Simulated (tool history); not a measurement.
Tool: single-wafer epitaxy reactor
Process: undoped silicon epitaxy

run,hour,wafer temperature setpoint (pyrometer-controlled) (deg C),deposition time (s),mean film thickness on the monitor wafer (Å)
1,0,630,534,564.84
2,6.3,630,607,643.98
3,7.7,627,607,593.7
4,12.9,631,607,660.56
5,18.6,631,555,602.84
6,27.2,629,555,570.51
7,35.3,627,555,543.09

Forecast run 8:
8,38.7,617,554,?

mean film thickness on the monitor wafer (Å): 417.53
